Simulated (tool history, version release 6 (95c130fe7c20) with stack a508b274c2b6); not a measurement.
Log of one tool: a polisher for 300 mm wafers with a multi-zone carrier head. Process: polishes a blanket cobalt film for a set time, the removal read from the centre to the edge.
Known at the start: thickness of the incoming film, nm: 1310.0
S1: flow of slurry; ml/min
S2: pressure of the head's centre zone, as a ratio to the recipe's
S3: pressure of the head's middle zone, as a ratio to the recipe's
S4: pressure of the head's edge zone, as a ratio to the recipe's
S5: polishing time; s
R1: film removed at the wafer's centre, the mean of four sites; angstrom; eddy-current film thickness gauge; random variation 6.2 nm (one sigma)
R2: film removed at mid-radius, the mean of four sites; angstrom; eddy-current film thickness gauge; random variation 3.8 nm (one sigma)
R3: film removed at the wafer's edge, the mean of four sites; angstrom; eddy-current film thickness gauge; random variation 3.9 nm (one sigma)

run 1 hour=0 | S1=140 S2=1 S3=1 S4=1 S5=80 | R1=3833.8 R2=3894.9 R3=3728.8
run 2 hour=6.9 | S1=120 S2=1 S3=1 S4=1 S5=80 | R1=3759.1 R2=3767.3 R3=3704.2
run 3 hour=15.1 | S1=120 S2=1 S3=0.95 S4=1 S5=80 | R1=3794.4 R2=3611.4 R3=3703.7
run 4 hour=17.3 | S1=120 S2=1 S3=0.89 S4=1 S5=80 | R1=3709.7 R2=3433.4 R3=3690.1
run 5 hour=25.2 | S1=120 S2=0.94 S3=0.89 S4=1 S5=80 | R1=3475.2 R2=3421.1 R3=3704.1
run 6 hour=29.6 | S1=135 S2=1.02 S3=0.9 S4=1.04 S5=84 | R1=4143.1 R2=3791.9 R3=4025
run 7 hour=33.4 | S1=150 S2=1.07 S3=0.89 S4=1.08 S5=86 | R1=4600.4 R2=3851.1 R3=4357.2
run 8 hour=37.5 | S1=150 S2=1.07 S3=0.89 S4=1.08 S5=86 | R1=4631.9 R2=3890.3 R3=4273.2

Forecast run 9:
run 9 hour=43.4 | S1=165 S2=1.1 S3=0.91 S4=1.11 S5=87 | R1=? R2=? R3=?

{"run 9": {"R1": 4922.6, "R2": 4080.8, "R3": 4432.8}}
